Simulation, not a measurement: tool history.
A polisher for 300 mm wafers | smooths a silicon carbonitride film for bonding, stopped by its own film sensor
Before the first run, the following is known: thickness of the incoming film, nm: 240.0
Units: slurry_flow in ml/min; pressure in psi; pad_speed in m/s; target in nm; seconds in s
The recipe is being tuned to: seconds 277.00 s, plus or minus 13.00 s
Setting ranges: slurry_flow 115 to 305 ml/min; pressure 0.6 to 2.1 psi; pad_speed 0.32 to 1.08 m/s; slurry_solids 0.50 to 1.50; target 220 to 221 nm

run,day,slurry_flow,pressure,pad_speed,slurry_solids,target,seconds
1,0.000,195,1.3,0.70,1.00,221,167.06
2,0.304,195,1.2,0.70,1.00,221,179.54
3,0.575,195,1.2,0.58,1.00,221,210.74
4,0.708,195,1.2,0.58,1.00,221,206.15
5,1.075,195,1.1,0.58,1.00,221,220.95
6,1.217,195,1.0,0.58,1.00,221,243.30
7,1.271,195,0.9,0.58,1.00,221,254.39
8,1.446,195,0.9,0.58,1.00,221,253.97

4 candidate next runs follow, results not yet known. Just one meets every target within its allowed miss. Identify it.
A,1.621,190,0.9,0.62,0.90,221,?
B,1.621,235,1.3,0.36,1.15,220,?
C,1.621,165,1.0,0.58,0.95,221,?
D,1.621,260,1.0,0.54,0.90,221,?

move,seconds
A,253.52
B,275.85
C,248.03
D,251.63
A: about as far from the targets as the last run
B: every result lands within tolerance
C: lands further from the targets than the last run did
D: lands further from the targets than the last run did
B is the move that brings every result within its allowed miss.
